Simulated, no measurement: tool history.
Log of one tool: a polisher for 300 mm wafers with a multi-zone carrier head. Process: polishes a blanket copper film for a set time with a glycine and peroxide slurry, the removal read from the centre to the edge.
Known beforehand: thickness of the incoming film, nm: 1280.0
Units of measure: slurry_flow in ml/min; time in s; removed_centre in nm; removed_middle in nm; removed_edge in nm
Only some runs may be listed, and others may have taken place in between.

run	hour	slurry_flow	centre_zone	middle_zone	edge_zone	time	removed_centre	removed_middle	removed_edge
1	0	195	1	1	1	84	286.33	286.59	296.5
2	8.8	200	0.99	1.02	1.03	89	299.63	314.98	314.58
3	12.2	230	0.99	1.02	1.03	89	317.23	324.99	322.32
4	20.5	230	0.99	0.94	1.03	89	315.82	299.82	324.59
5	24	225	0.98	0.96	1.05	94	328.79	322.19	342.96
6	29.5	225	0.98	0.96	1.11	94	326.09	320.54	354.76
7	36.7	225	0.97	0.98	1.12	98	340.25	339.67	367.03
8	42.1	225	0.96	1	1.13	101	346.32	357.06	385.95
# hour 44.6: slurry nozzle cleaned
9	44.6	225	0.96	1	1.13	101	376.44	394.01	420.48
10	52.6	235	0.95	1	1.12	101	376.59	398.79	412.1
11	61.3	240	0.94	1	1.13	101	374.76	393.06	418.02
12	66.9	245	0.93	1.01	1.12	100	371.36	391.55	408.23
13	73.3	245	0.93	1.01	1.12	100	369.2	393.32	402.66
14	81.6	250	0.91	1.01	1.13	100	361.97	390.46	404.32

What does the tool deliver on the next run?
15	89.2	250	0.91	1.01	1.13	100	?	?	?

Run 15 measured removed_centre 364.68 nm, removed_middle 393.87 nm, removed_edge 415.64 nm.

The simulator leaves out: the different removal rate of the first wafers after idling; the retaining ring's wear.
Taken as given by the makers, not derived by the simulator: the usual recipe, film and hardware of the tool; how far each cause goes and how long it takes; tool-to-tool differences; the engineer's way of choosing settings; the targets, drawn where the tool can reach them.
